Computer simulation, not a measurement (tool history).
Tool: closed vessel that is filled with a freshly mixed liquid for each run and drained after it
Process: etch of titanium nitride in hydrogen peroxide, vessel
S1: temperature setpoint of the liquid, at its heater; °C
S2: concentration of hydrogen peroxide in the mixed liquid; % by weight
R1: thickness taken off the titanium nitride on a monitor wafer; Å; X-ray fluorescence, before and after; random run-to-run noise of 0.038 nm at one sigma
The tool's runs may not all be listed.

run 1 hour=0 | S1=52 S2=21.5 time_in_the_liquid_(s)=90 | R1=95.875
run 2 hour=7.5 | S1=56 S2=21.5 time_in_the_liquid_(s)=90 | R1=127.16
run 3 hour=12.8 | S1=59 S2=21.5 time_in_the_liquid_(s)=90 | R1=155.86
run 4 hour=21.4 | S1=56.5 S2=21.5 time_in_the_liquid_(s)=90 | R1=131.28
run 5 hour=22.5 | S1=53 S2=21.5 time_in_the_liquid_(s)=90 | R1=103.25
run 6 hour=28.8 | S1=52 S2=21.5 time_in_the_liquid_(s)=90 | R1=95.702
run 7 hour=31.8 | S1=51 S2=21.5 time_in_the_liquid_(s)=90 | R1=88.218
run 8 hour=32.5 | S1=50.5 S2=21.5 time_in_the_liquid_(s)=90 | R1=84.966
run 9 hour=37.3 | S1=50 S2=21.5 time_in_the_liquid_(s)=90 | R1=82.991
run 10 hour=42.4 | S1=49.5 S2=21.5 time_in_the_liquid_(s)=90 | R1=79.649
run 11 hour=48.7 | S1=49 S2=21.5 time_in_the_liquid_(s)=90 | R1=76.627
run 12 hour=54.5 | S1=48.5 S2=21.5 time_in_the_liquid_(s)=90 | R1=74.876

The next listed run, before its measurement:
run 13 hour=57.1 | S1=47.5 S2=21.5 time_in_the_liquid_(s)=90 | R1=?

Logged for run 13: R1 69.307 Å.

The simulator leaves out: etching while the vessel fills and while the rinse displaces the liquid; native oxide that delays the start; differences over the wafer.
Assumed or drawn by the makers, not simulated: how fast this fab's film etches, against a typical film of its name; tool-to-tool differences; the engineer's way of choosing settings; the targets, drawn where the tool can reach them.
